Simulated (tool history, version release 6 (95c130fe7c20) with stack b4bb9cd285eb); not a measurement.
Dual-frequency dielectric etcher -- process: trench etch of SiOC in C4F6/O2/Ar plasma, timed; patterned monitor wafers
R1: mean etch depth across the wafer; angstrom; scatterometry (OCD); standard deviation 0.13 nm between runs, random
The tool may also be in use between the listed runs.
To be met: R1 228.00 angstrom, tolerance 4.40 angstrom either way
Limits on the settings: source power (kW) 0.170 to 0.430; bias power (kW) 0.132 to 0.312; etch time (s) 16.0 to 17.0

{"run": 1, "hour": 0.0, "source power (kW)": 0.3, "bias power (kW)": 0.222, "etch time (s)": 17.0, "R1": 310.05}
{"run": 2, "hour": 6.8, "source power (kW)": 0.33, "bias power (kW)": 0.222, "etch time (s)": 17.0, "R1": 321.44}
{"run": 3, "hour": 10.0, "source power (kW)": 0.3, "bias power (kW)": 0.222, "etch time (s)": 17.0, "R1": 310.79}
{"run": 4, "hour": 14.5, "source power (kW)": 0.28, "bias power (kW)": 0.205, "etch time (s)": 17.0, "R1": 293.58}
{"run": 5, "hour": 22.9, "source power (kW)": 0.28, "bias power (kW)": 0.166, "etch time (s)": 17.0, "R1": 279.87}
{"run": 6, "hour": 29.2, "source power (kW)": 0.28, "bias power (kW)": 0.194, "etch time (s)": 17.0, "R1": 289.77}
{"run": 7, "hour": 30.2, "source power (kW)": 0.26, "bias power (kW)": 0.183, "etch time (s)": 17.0, "R1": 277.99}
{"hour": 32.9, "done": "wet clean of the chamber"}
{"run": 8, "hour": 32.9, "source power (kW)": 0.25, "bias power (kW)": 0.174, "etch time (s)": 17.0, "R1": 257.95}
{"run": 9, "hour": 41.9, "source power (kW)": 0.24, "bias power (kW)": 0.173, "etch time (s)": 17.0, "R1": 252.34}
{"run": 10, "hour": 46.8, "source power (kW)": 0.18, "bias power (kW)": 0.165, "etch time (s)": 17.0, "R1": 219.45}

Consider the 5 candidate settings below. Which is the only one whose results all fall within their allowed miss of target?
{"run": "A", "hour": 51.7, "source power (kW)": 0.18, "bias power (kW)": 0.158, "etch time (s)": 17.0, "R1": "?"}
{"run": "B", "hour": 51.7, "source power (kW)": 0.23, "bias power (kW)": 0.161, "etch time (s)": 16.5, "R1": "?"}
{"run": "C", "hour": 51.7, "source power (kW)": 0.21, "bias power (kW)": 0.165, "etch time (s)": 16.5, "R1": "?"}
{"run": "D", "hour": 51.7, "source power (kW)": 0.17, "bias power (kW)": 0.186, "etch time (s)": 16.5, "R1": "?"}
{"run": "E", "hour": 51.7, "source power (kW)": 0.2, "bias power (kW)": 0.144, "etch time (s)": 16.5, "R1": "?"}

move=A R1=215.87
move=B R1=235.29
move=C R1=227.25
move=D R1=212.72
move=E R1=215.07
A: its largest miss is bigger than the last run's
B: carries the result that was furthest off beyond its target, to the other side
C: all results land within tolerance of their targets
D: its largest miss is bigger than the last run's
E: its largest miss is bigger than the last run's
Move C is the one to make.
